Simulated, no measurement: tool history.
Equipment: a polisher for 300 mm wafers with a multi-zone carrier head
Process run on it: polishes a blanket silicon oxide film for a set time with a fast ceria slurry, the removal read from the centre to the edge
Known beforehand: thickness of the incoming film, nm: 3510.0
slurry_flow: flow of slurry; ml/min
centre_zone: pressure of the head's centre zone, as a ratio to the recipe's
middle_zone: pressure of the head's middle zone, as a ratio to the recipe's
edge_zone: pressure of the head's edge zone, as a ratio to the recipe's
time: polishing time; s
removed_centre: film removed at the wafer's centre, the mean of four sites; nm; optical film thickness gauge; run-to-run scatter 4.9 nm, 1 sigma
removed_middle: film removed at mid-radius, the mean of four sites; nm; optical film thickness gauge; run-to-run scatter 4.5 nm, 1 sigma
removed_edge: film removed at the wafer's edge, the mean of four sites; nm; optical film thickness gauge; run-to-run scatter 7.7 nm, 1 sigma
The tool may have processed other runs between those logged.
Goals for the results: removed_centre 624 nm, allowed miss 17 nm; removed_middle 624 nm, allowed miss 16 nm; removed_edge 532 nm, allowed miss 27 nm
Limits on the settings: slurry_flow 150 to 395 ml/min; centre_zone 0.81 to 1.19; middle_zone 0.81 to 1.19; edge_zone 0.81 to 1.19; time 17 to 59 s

run	hour	slurry_flow	centre_zone	middle_zone	edge_zone	time	removed_centre	removed_middle	removed_edge
1	0	250	1	1	1	38	441.8	439.5	455.64
2	5.1	250	1	1	1	31	358.73	364.18	366.94
3	6.8	250	1	1	1	24	275.63	278.28	290.39
4	13.7	250	1	1	1	29	331.16	336.07	344.08
5	21.3	270	1.04	1.05	1	32	384.55	388.49	369.69
6	24.6	280	1.06	1.08	1.03	35	439.35	428.66	416.76
7	28	290	1.07	1.11	1.02	37	461.17	465.17	445.41
8	35.5	300	1.09	1.13	1	39	504.61	502.75	466.18
# hour 36.7: slurry nozzle cleaned
9	36.7	310	1.1	1.15	0.98	40	552.94	543	498.24

Which one of the following 4 next-run settings gets every result inside its allowed miss? There is exactly one.
A	37.9	310	1.19	1.19	0.9	45	?	?	?
B	37.9	320	1.19	0.82	0.99	42	?	?	?
C	37.9	295	1.12	1.19	0.9	45	?	?	?
D	37.9	340	1.11	1.16	0.95	48	?	?	?

move	removed_centre	removed_middle	removed_edge
A	668.38	621.08	518.66
B	624.5	467.73	507.67
C	625.88	618.7	517
D	670.1	657.1	569.86
A: brings the last run's worst result on target, with another outside its allowed miss
B: misses by more than the last run did
C: all results in spec
D: pushes the last run's worst result past its target
Move C is the one to make.
